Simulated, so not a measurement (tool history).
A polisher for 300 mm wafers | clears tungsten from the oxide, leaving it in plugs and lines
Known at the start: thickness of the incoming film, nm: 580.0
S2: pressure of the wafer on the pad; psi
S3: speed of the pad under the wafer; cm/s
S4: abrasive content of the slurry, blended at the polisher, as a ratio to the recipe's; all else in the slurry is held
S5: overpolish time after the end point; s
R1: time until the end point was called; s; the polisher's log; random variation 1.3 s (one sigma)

{"run": 1, "hour": 0.0, "flow of slurry (ml/min)": 240, "S2": 4.2, "S3": 94, "S4": 1.0, "S5": 37, "R1": 117.74}
{"run": 2, "hour": 2.7, "flow of slurry (ml/min)": 240, "S2": 4.2, "S3": 94, "S4": 0.8, "S5": 37, "R1": 124.89}
{"run": 3, "hour": 6.1, "flow of slurry (ml/min)": 295, "S2": 4.2, "S3": 94, "S4": 0.8, "S5": 37, "R1": 123.35}
{"run": 4, "hour": 9.9, "flow of slurry (ml/min)": 295, "S2": 4.2, "S3": 72, "S4": 0.8, "S5": 37, "R1": 137.73}
{"run": 5, "hour": 18.4, "flow of slurry (ml/min)": 295, "S2": 4.5, "S3": 74, "S4": 0.8, "S5": 37, "R1": 130.49}
{"run": 6, "hour": 23.0, "flow of slurry (ml/min)": 295, "S2": 4.7, "S3": 76, "S4": 0.8, "S5": 37, "R1": 123.13}
{"run": 7, "hour": 26.5, "flow of slurry (ml/min)": 295, "S2": 4.9, "S3": 78, "S4": 0.8, "S5": 37, "R1": 117.44}

Forecast run 8:
{"run": 8, "hour": 27.2, "flow of slurry (ml/min)": 295, "S2": 5.1, "S3": 80, "S4": 0.8, "S5": 37, "R1": "?"}

R1: 112.00 s
